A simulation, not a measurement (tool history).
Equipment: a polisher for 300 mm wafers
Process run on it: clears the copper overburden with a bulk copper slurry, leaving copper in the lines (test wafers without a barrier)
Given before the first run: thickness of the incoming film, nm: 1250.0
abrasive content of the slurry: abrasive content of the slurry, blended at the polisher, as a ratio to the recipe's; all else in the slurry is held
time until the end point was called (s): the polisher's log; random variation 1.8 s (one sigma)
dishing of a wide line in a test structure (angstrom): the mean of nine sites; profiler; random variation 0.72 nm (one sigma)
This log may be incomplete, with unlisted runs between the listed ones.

run	hour	flow of slurry (ml/min)	pressure of the wafer on the pad (kPa)	speed of the pad under the wafer (m/s)	abrasive content of the slurry	overpolish time after the end point (s)	time until the end point was called (s)	dishing of a wide line in a test structure (angstrom)
1	0.0	155	20.7	0.96	1.00	15	164.97	439.88
2	4.9	150	20.0	0.96	1.00	12	175.58	405.84
3	6.7	165	19.3	0.98	1.00	10	173.46	359.00
4	15.0	165	22.1	0.98	1.00	10	154.46	391.08
5	18.3	165	24.1	0.98	1.00	10	139.14	406.91
6	24.7	165	24.1	0.98	1.15	10	136.02	417.91

Run 7, settings as shown, results not yet in. Your forecast:
7	27.9	160	22.8	0.98	1.15	8	?	?

time until the end point was called (s): 143.54
dishing of a wide line in a test structure (angstrom): 360.22
